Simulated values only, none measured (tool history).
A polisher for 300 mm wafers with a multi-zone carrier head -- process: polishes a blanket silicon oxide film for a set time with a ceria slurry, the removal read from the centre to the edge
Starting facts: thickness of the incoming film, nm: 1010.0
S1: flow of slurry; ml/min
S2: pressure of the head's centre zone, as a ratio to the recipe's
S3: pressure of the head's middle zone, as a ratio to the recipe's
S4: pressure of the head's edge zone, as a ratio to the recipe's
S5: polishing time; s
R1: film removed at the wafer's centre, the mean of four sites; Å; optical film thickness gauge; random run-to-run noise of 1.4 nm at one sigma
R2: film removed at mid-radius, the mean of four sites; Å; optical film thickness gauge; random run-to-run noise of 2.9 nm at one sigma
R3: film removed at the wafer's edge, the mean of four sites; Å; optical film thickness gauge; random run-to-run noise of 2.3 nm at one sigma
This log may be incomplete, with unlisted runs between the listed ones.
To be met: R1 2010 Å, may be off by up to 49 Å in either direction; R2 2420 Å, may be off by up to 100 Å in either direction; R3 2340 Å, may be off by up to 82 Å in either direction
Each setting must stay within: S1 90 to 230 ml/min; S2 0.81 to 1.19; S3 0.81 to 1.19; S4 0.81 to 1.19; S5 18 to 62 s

run,hour,S1,S2,S3,S4,S5,R1,R2,R3
1,0,150,1,1,1,40,1844.8,1889.5,1833.8
2,8.5,150,0.95,1,1,40,1770.9,1923,1844.2
3,13.7,150,0.99,1,1,40,1841.1,1863.8,1835.2
4,22.3,125,0.99,1,1,40,1770.2,1845,1814.4
5,26,125,0.99,1.06,1,40,1764.5,1884.7,1793.5
6,30.4,125,0.99,1.06,1,48,2111.4,2311.9,2141.1
7,33.2,125,0.98,1.06,1.02,48,2079,2264,2174.9
8,39.5,125,0.97,1.07,1.03,48,2061.4,2346.7,2170.5
9,43.6,125,0.96,1.07,1.04,48,2047.4,2282.1,2166.3
10,50.4,125,0.95,1.07,1.05,48,2046.2,2254.1,2194.7
11,54,125,0.94,1.08,1.05,48,2006.9,2332.8,2208.9
12,55.1,125,0.94,1.08,1.06,48,2010.5,2301.9,2204.7

Next run, 5 choices. One meets every target within its allowed miss, the rest don't. Which?
A,56.2,110,0.89,1.05,1.03,52,?,?,?
B,56.2,195,0.99,1.11,0.92,43,?,?,?
C,56.2,140,0.97,1.14,0.99,46,?,?,?
D,56.2,110,1.03,1.17,1.01,45,?,?,?
E,56.2,125,0.95,1.03,1.08,46,?,?,?

move,R1,R2,R3
A,2008.9,2398.1,2325.1
B,2070,2296.4,1963.4
C,2045.6,2384.8,2086.2
D,2015.9,2275.4,1991.2
E,1954.3,2141,2141.1
A: hits every target within its allowed miss
B: moves away from the targets compared with the last run
C: moves away from the targets compared with the last run
D: moves away from the targets compared with the last run
E: moves away from the targets compared with the last run
So the answer is move A, the one that meets all the targets.
